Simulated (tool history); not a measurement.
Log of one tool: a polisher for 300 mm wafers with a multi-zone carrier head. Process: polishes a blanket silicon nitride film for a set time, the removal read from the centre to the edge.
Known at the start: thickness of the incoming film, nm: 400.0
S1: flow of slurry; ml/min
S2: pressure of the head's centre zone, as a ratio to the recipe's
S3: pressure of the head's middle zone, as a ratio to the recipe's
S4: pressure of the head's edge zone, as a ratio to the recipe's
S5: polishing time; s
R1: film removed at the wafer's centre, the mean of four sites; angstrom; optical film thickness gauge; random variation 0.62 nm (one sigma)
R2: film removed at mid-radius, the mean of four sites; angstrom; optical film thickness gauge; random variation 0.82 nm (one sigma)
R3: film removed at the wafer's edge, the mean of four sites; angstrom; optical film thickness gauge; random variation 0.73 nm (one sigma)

run    day   S1    S2    S3    S4  S5      R1      R2      R3
  1      0  225     1     1     1  36  864.96  872.14   881.6
  2  0.242  225     1     1     1  32  778.25  776.07  785.02
  3  0.317  225  0.94     1     1  32  728.18   768.8  791.65
  4  0.671  225  0.94     1  0.93  32   736.1  765.62  758.99
  5  0.725  225  1.02     1  0.93  32   798.5  765.79  762.34
  6  1.038  225  1.01  1.01  0.94  32  777.73  767.99  768.46
  7  1.171  230  1.01  1.02  0.94  32  775.65  784.29  775.57

Run 8 comes next. What will it give?
  8  1.492  235  1.01  1.03  0.93  32   ?   ?   ?

{"run 8": {"R1": 800.09, "R2": 792.06, "R3": 766}}

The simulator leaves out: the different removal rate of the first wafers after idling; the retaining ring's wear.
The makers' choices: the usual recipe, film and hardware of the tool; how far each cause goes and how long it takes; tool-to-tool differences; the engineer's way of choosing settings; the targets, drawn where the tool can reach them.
